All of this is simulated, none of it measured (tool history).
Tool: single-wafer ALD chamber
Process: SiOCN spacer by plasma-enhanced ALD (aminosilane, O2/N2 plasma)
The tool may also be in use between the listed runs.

run	day	heater temperature setpoint (deg C)	number of ALD cycles (cycles)	mean film thickness on the monitor wafer (nm)
1	0	425	40	2.1705
2	0.167	425	44	2.3755
3	0.4	425	42	2.2957
4	0.625	433	42	2.2295
5	0.975	434	40	2.0906
6	1.221	434	42	2.2419
7	1.271	434	41	2.16
8	1.629	435	40	2.075
9	1.754	435	40	2.077
10	1.988	436	39	2.0504

Forecast run 11:
11	2.188	437	38	?

mean film thickness on the monitor wafer (nm): 1.977

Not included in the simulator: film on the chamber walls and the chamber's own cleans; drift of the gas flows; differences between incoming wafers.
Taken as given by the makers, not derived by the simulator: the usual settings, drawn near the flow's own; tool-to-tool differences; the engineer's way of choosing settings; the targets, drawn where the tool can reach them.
